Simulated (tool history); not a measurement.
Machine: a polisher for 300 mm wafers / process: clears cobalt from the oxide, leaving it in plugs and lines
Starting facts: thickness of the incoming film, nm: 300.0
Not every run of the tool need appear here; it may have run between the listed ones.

run,hour,flow of slurry (ml/min),pressure of the wafer on the pad (psi),speed of the pad under the wafer (m/s),overpolish time after the end point (s),time until the end point was called (s),dishing of a wide line in a test structure (Å)
1,0.0,235,1.5,0.86,26,104.450,453.22
2,6.5,235,1.5,0.86,21,107.360,413.42
3,15.3,235,1.6,0.86,21,98.891,418.80
4,22.8,195,1.6,0.86,21,106.880,423.56
5,30.4,195,1.6,0.86,11,104.160,270.40
6,36.3,195,1.7,0.86,13,98.391,320.10

Run 7, settings as shown, results not yet in. Your forecast:
7,43.2,195,1.8,0.86,14,?,?

time until the end point was called (s): 92.099
dishing of a wide line in a test structure (Å): 344.92

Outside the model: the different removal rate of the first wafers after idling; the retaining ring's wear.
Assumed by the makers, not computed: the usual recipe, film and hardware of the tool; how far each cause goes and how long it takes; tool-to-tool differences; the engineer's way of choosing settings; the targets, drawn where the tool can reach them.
